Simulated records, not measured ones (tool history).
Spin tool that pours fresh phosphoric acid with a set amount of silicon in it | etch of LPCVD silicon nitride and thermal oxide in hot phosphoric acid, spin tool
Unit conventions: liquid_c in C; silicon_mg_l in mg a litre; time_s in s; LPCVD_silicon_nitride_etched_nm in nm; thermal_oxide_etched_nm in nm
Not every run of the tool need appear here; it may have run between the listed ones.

run	hour	liquid_c	silicon_mg_l	time_s	LPCVD_silicon_nitride_etched_nm	thermal_oxide_etched_nm
1	0.0	161.0	29.5	105	9.0806	0.13030
2	4.6	162.0	27.5	110	9.7759	0.17794
3	8.2	162.0	15.5	110	9.7355	0.19274
4	12.4	162.0	15.5	135	12.1230	0.37141
5	14.4	162.0	15.5	175	15.7240	0.42634
6	17.6	160.5	15.0	175	14.8130	0.35407

Run 7 has not been measured yet. What should we expect?
7	26.4	159.5	13.0	175	?	?

{"run 7": {"LPCVD_silicon_nitride_etched_nm": 14.258, "thermal_oxide_etched_nm": 0.3846}}

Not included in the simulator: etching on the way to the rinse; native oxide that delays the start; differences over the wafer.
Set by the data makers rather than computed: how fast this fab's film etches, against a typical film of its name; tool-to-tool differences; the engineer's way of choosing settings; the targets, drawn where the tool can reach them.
